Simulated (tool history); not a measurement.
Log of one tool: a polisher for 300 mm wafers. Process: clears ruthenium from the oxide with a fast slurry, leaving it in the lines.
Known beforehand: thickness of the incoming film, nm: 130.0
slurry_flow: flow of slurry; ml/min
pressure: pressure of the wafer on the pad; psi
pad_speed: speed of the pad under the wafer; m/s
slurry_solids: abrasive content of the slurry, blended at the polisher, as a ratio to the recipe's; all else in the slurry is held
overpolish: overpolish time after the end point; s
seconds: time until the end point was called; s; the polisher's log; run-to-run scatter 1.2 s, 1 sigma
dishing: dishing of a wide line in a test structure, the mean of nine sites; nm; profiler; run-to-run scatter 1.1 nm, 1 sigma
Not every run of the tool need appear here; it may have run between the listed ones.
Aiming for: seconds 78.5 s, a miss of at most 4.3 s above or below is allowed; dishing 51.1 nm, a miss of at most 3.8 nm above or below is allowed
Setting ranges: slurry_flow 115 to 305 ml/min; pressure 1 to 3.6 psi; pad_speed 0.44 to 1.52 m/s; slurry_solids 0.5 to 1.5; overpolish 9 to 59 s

Run 1, hour 0: slurry_flow 195 ml/min, pressure 2.3 psi, pad_speed 0.98 m/s, slurry_solids 1, overpolish 30 s. Result: seconds 50.616 s, dishing 48.915 nm.
Run 2, hour 6.9: slurry_flow 195 ml/min, pressure 2.3 psi, pad_speed 0.98 m/s, slurry_solids 1.2, overpolish 30 s. Result: seconds 46.951 s, dishing 54.123 nm.
Run 3, hour 12.2: slurry_flow 195 ml/min, pressure 2.7 psi, pad_speed 0.98 m/s, slurry_solids 1.2, overpolish 30 s. Result: seconds 40.505 s, dishing 55.222 nm.
Run 4, hour 18.6: slurry_flow 195 ml/min, pressure 2.2 psi, pad_speed 0.98 m/s, slurry_solids 1.2, overpolish 30 s. Result: seconds 49.48 s, dishing 49.011 nm.
Run 5, hour 22.6: slurry_flow 195 ml/min, pressure 2 psi, pad_speed 0.96 m/s, slurry_solids 1.2, overpolish 35 s. Result: seconds 54.394 s, dishing 53.704 nm.
Run 6, hour 24.7: slurry_flow 195 ml/min, pressure 1.8 psi, pad_speed 0.96 m/s, slurry_solids 1.2, overpolish 37 s. Result: seconds 61.723 s, dishing 48.881 nm.
Run 7, hour 25.5: slurry_flow 195 ml/min, pressure 1.7 psi, pad_speed 0.96 m/s, slurry_solids 1.2, overpolish 40 s. Result: seconds 64.784 s, dishing 51.19 nm.
Run 8, hour 33.1: slurry_flow 195 ml/min, pressure 1.6 psi, pad_speed 0.96 m/s, slurry_solids 1.2, overpolish 42 s. Result: seconds 67.262 s, dishing 51.188 nm.
Run 9, hour 41.3: slurry_flow 195 ml/min, pressure 1.5 psi, pad_speed 0.96 m/s, slurry_solids 1.2, overpolish 43 s. Result: seconds 75.106 s, dishing 49.604 nm.
Run 10, hour 42.8: slurry_flow 195 ml/min, pressure 1.5 psi, pad_speed 0.96 m/s, slurry_solids 1.2, overpolish 44 s. Result: seconds 74.804 s, dishing 50.731 nm.

Which single option among these 4 for the next run brings every result within its allowed miss of target? Just one does.
Run A, hour 44.3: slurry_flow 190 ml/min, pressure 1.6 psi, pad_speed 0.92 m/s, slurry_solids 1.3, overpolish 45 s. Result: seconds ?, dishing ?.
Run B, hour 44.3: slurry_flow 260 ml/min, pressure 1.8 psi, pad_speed 0.74 m/s, slurry_solids 1.15, overpolish 49 s. Result: seconds ?, dishing ?.
Run C, hour 44.3: slurry_flow 225 ml/min, pressure 1.8 psi, pad_speed 0.8 m/s, slurry_solids 1.3, overpolish 51 s. Result: seconds ?, dishing ?.
Run D, hour 44.3: slurry_flow 165 ml/min, pressure 1.7 psi, pad_speed 0.9 m/s, slurry_solids 1.15, overpolish 44 s. Result: seconds ?, dishing ?.

move  seconds  dishing
   A   68.518    50.58
   B   75.335    50.33
   C   68.458   53.777
   D   70.101   49.405
A: moves away from the targets compared with the last run
B: in spec on every target
C: moves away from the targets compared with the last run
D: moves away from the targets compared with the last run
The right move is B.

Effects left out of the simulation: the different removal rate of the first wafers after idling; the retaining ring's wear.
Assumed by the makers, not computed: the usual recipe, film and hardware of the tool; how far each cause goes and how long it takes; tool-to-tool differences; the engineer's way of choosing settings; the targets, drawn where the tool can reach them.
